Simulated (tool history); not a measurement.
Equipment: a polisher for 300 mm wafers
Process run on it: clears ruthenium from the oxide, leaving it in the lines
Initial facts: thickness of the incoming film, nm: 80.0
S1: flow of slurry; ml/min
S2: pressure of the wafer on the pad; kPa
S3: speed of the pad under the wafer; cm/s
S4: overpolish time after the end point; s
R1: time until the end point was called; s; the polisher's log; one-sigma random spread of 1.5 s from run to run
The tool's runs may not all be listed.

{"run": 1, "day": 0.0, "S1": 140, "S2": 11.7, "S3": 90, "S4": 21, "R1": 128.69}
{"run": 2, "day": 0.054, "S1": 140, "S2": 12.4, "S3": 92, "S4": 21, "R1": 114.28}
{"run": 3, "day": 0.142, "S1": 140, "S2": 12.4, "S3": 70, "S4": 21, "R1": 148.12}
{"run": 4, "day": 0.333, "S1": 140, "S2": 13.8, "S3": 72, "S4": 21, "R1": 139.57}
{"run": 5, "day": 0.712, "S1": 140, "S2": 14.5, "S3": 78, "S4": 21, "R1": 117.26}
{"run": 6, "day": 1.029, "S1": 140, "S2": 14.5, "S3": 70, "S4": 21, "R1": 134.45}
{"run": 7, "day": 1.267, "S1": 140, "S2": 15.2, "S3": 74, "S4": 21, "R1": 118.41}

The next listed run, before its measurement:
{"run": 8, "day": 1.629, "S1": 140, "S2": 15.9, "S3": 76, "S4": 21, "R1": "?"}

Run 8 came out at R1 111.8 s.
